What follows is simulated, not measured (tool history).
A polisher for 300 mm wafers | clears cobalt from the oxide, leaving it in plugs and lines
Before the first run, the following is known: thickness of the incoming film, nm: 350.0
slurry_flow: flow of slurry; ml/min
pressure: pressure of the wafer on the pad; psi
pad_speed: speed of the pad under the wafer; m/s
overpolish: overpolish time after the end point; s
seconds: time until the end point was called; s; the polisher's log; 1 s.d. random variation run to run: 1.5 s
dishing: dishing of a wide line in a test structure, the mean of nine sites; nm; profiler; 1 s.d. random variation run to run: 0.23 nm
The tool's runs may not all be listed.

run 1 hour=0.0 | slurry_flow=195 pressure=1.5 pad_speed=1.30 overpolish=11 | seconds=72.737 dishing=35.197
run 2 hour=5.2 | slurry_flow=195 pressure=1.5 pad_speed=1.30 overpolish=13 | seconds=72.553 dishing=38.461
run 3 hour=14.1 | slurry_flow=195 pressure=1.5 pad_speed=1.30 overpolish=18 | seconds=71.707 dishing=50.053
run 4 hour=19.6 | slurry_flow=195 pressure=1.4 pad_speed=1.28 overpolish=14 | seconds=80.655 dishing=37.589
run 5 hour=21.2 | slurry_flow=195 pressure=1.4 pad_speed=1.44 overpolish=14 | seconds=70.410 dishing=41.625
run 6 hour=27.9 | slurry_flow=195 pressure=1.3 pad_speed=1.42 overpolish=11 | seconds=75.214 dishing=33.174
run 7 hour=29.6 | slurry_flow=175 pressure=1.1 pad_speed=1.46 overpolish=9 | seconds=86.918 dishing=25.746
run 8 hour=36.8 | slurry_flow=175 pressure=1.1 pad_speed=1.46 overpolish=9 | seconds=86.904 dishing=26.791
run 9 hour=43.6 | slurry_flow=210 pressure=1.0 pad_speed=1.46 overpolish=7 | seconds=93.077 dishing=19.334

Run 10 comes next. What will it give?
run 10 hour=51.8 | slurry_flow=235 pressure=0.9 pad_speed=1.54 overpolish=6 | seconds=? dishing=?

Logged for run 10: seconds 97.290 s, dishing 16.422 nm.

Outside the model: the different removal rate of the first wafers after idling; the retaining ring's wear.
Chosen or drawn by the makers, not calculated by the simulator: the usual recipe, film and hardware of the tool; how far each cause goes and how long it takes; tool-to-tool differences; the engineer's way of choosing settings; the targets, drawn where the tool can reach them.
